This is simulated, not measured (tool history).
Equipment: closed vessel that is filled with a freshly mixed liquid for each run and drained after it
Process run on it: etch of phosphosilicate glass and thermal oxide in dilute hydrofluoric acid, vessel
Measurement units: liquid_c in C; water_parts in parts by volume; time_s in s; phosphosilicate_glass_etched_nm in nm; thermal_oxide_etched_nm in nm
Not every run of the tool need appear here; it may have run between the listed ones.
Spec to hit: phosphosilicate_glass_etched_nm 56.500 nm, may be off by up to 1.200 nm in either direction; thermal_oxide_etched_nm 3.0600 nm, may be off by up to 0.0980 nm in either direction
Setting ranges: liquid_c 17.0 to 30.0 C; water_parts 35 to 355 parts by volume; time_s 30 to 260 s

run  hour  liquid_c  water_parts  time_s  phosphosilicate_glass_etched_nm  thermal_oxide_etched_nm
  1   0.0      22.0          195     130                           47.791                   2.6023
  2   4.7      23.0          195     130                           49.607                   2.7252
  3   7.6      23.5          195     130                           50.285                   2.7385
  4  15.4      24.0          195     130                           51.636                   2.7737
  5  23.2      24.0          195      95                           37.484                   2.0519
  6  28.7      24.0          155      95                           49.458                   2.6645
  7  30.9      25.0          155      95                           51.355                   2.7600
  8  33.3      25.5          155      95                           51.997                   2.7874
  9  41.9      26.0          155      95                           53.877                   2.8858
 10  44.8      26.5          155      95                           53.822                   2.9252

Next run, 4 choices. One meets every target within its allowed miss, the rest don't. Which?
  A  47.7      27.5          155      95                                ?                        ?
  B  47.7      30.0          175     105                                ?                        ?
  C  47.7      30.0          180     110                                ?                        ?
  D  47.7      18.0           60      45                                ?                        ?

move  phosphosilicate_glass_etched_nm  thermal_oxide_etched_nm
   A                           56.037                   3.0281
   B                           58.542                   3.1634
   C                           59.251                   3.2018
   D                           52.533                   2.8388
A: every result within its allowed miss
B: the result that was furthest off in the last run now lies on the other side of its target
C: the result that was furthest off in the last run now lies on the other side of its target
D: the biggest miss grows against the last run
Move A is the one to make.
